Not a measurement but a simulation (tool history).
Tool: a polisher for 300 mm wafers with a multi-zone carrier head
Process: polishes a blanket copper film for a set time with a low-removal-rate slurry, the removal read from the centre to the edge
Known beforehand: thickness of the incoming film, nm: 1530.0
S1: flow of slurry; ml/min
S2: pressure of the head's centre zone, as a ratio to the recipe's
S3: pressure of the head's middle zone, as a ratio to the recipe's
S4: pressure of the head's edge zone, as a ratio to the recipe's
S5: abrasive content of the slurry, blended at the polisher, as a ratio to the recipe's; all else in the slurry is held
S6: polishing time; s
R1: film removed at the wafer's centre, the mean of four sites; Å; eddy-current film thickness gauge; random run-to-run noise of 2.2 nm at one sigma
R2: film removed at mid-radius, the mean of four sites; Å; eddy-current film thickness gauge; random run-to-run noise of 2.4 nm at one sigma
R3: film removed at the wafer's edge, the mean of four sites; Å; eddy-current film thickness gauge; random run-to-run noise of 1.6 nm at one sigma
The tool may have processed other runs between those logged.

run	hour	S1	S2	S3	S4	S5	S6	R1	R2	R3
1	0.0	170	1.00	1.00	1.00	1.00	36	961.71	1009.40	1094.3
2	0.6	170	1.00	0.96	1.00	1.00	36	952.71	989.27	1075.2
3	8.3	185	1.01	1.01	0.99	1.15	38	1041.30	1159.70	1176.4
4	14.6	190	1.05	1.02	1.02	1.25	40	1182.40	1210.30	1267.5
5	16.8	195	1.06	1.04	1.03	1.30	42	1275.80	1328.00	1340.8
6	23.1	200	1.06	1.05	1.04	1.35	44	1377.20	1392.70	1445.9
7	24.2	205	1.06	1.07	1.04	1.40	45	1392.30	1507.00	1485.6
8	29.8	210	1.07	1.08	1.05	1.45	46	1467.20	1559.20	1532.4
9	31.2	210	1.07	1.08	1.06	1.45	47	1464.90	1548.20	1574.5
10	37.5	210	1.07	1.09	1.06	1.45	47	1467.00	1598.30	1584.8
11	40.4	215	1.07	1.09	1.06	1.45	47	1517.80	1587.80	1595.2
12	45.1	220	1.07	1.10	1.06	1.45	47	1455.50	1648.80	1585.6
13	53.9	220	1.08	1.10	1.06	1.45	47	1490.50	1612.00	1599.0
# hour 57.7: centre zone pressure recalibrated
14	57.7	225	1.08	1.10	1.06	1.45	47	1682.80	1659.40	1563.3

Run 15 comes next. What will it give?
15	59.4	220	1.08	1.10	1.06	1.45	47	?	?	?

R1: 1627.80 Å
R2: 1630.60 Å
R3: 1550.6 Å
